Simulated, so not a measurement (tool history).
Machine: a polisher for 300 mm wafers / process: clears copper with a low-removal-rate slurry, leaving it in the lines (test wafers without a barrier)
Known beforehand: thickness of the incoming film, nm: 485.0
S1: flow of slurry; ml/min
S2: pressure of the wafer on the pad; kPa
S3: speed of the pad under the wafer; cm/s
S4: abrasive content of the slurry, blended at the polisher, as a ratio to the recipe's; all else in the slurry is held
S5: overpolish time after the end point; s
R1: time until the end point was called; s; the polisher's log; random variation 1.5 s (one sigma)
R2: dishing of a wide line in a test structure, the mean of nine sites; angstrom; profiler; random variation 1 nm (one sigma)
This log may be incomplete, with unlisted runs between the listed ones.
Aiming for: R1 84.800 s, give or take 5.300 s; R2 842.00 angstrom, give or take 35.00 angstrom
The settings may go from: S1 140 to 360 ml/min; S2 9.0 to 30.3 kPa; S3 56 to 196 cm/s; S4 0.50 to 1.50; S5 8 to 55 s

Run 1, hour 0.0: S1 230 ml/min, S2 19.3 kPa, S3 126 cm/s, S4 1.00, S5 28 s. Result: R1 141.230 s, R2 606.14 angstrom.
Run 2, hour 7.9: S1 285 ml/min, S2 19.3 kPa, S3 126 cm/s, S4 1.00, S5 28 s. Result: R1 140.680 s, R2 620.26 angstrom.
Run 3, hour 10.2: S1 285 ml/min, S2 21.4 kPa, S3 128 cm/s, S4 1.00, S5 27 s. Result: R1 129.750 s, R2 639.56 angstrom.
Run 4, hour 12.1: S1 285 ml/min, S2 23.4 kPa, S3 132 cm/s, S4 1.00, S5 27 s. Result: R1 108.020 s, R2 720.10 angstrom.
Run 5, hour 14.0: S1 285 ml/min, S2 23.4 kPa, S3 132 cm/s, S4 1.00, S5 35 s. Result: R1 110.670 s, R2 834.47 angstrom.
Run 6, hour 22.3: S1 285 ml/min, S2 24.8 kPa, S3 132 cm/s, S4 1.00, S5 33 s. Result: R1 104.620 s, R2 811.59 angstrom.
Run 7, hour 27.8: S1 285 ml/min, S2 26.2 kPa, S3 132 cm/s, S4 1.00, S5 32 s. Result: R1 99.053 s, R2 824.50 angstrom.
Run 8, hour 31.4: S1 285 ml/min, S2 26.9 kPa, S3 132 cm/s, S4 1.00, S5 31 s. Result: R1 95.853 s, R2 836.63 angstrom.
Run 9, hour 36.6: S1 285 ml/min, S2 27.6 kPa, S3 132 cm/s, S4 1.00, S5 30 s. Result: R1 94.256 s, R2 821.52 angstrom.
Run 10, hour 41.4: S1 285 ml/min, S2 28.3 kPa, S3 132 cm/s, S4 1.00, S5 30 s. Result: R1 93.248 s, R2 858.13 angstrom.
Run 11, hour 44.9: S1 285 ml/min, S2 29.0 kPa, S3 132 cm/s, S4 1.00, S5 29 s. Result: R1 88.667 s, R2 845.40 angstrom.

Which of these 4 next moves meets every target?
Run A, hour 48.4: S1 265 ml/min, S2 29.6 kPa, S3 136 cm/s, S4 1.15, S5 27 s. Result: R1 ?, R2 ?.
Run B, hour 48.4: S1 335 ml/min, S2 26.9 kPa, S3 154 cm/s, S4 0.85, S5 34 s. Result: R1 ?, R2 ?.
Run C, hour 48.4: S1 295 ml/min, S2 27.6 kPa, S3 112 cm/s, S4 1.00, S5 35 s. Result: R1 ?, R2 ?.
Run D, hour 48.4: S1 275 ml/min, S2 27.6 kPa, S3 130 cm/s, S4 1.00, S5 30 s. Result: R1 ?, R2 ?.

move       R1      R2
   A   84.030  852.59
   B   87.449  936.67
   C  107.510  853.96
   D   96.183  833.23
A: in spec on every target
B: brings the last run's worst result on target, with another outside its allowed miss
C: the biggest miss grows against the last run
D: the biggest miss grows against the last run
Move A is the one to make.
